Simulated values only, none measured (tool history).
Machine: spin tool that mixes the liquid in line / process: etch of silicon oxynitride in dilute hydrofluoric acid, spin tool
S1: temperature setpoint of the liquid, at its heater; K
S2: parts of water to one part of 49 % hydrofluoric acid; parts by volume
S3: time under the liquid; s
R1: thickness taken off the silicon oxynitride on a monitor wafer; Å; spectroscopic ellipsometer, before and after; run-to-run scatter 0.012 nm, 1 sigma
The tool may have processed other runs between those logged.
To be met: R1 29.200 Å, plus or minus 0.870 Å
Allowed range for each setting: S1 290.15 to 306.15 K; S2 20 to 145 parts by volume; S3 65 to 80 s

| run | day | S1 | S2 | S3 | R1 |
|---|---|---|---|---|---|
| 1 | 0.000 | 298.15 | 80 | 80 | 49.638 |
| 2 | 0.296 | 297.15 | 80 | 80 | 47.332 |
| 3 | 0.575 | 296.65 | 80 | 80 | 46.171 |
| 4 | 0.908 | 296.65 | 105 | 80 | 34.435 |
| 5 | 1.108 | 296.65 | 105 | 80 | 34.593 |
| 6 | 1.333 | 296.65 | 105 | 80 | 34.756 |
| 7 | 1.625 | 296.15 | 105 | 80 | 33.653 |
| 8 | 1.775 | 295.65 | 105 | 80 | 32.746 |
| 9 | 2.025 | 294.15 | 105 | 80 | 30.441 |

Exercise: of the 5 proposed moves below, exactly one satisfies all targets within the stated allowed misses. Which move is it?
| A | 2.275 | 292.65 | 90 | 65 | ? |
| B | 2.275 | 290.65 | 80 | 75 | ? |
| C | 2.275 | 293.15 | 100 | 80 | ? |
| D | 2.275 | 296.15 | 105 | 70 | ? |
| E | 2.275 | 295.15 | 120 | 80 | ? |

| move | R1 |
|---|---|
| A | 27.035 |
| B | 31.927 |
| C | 30.493 |
| D | 29.313 |
| E | 27.626 |
A: the result that was furthest off in the last run now lies on the other side of its target
B: its largest miss is bigger than the last run's
C: about the same distance from the targets as the last run
D: in spec on every target
E: the result that was furthest off in the last run now lies on the other side of its target
The move that meets every target is D.
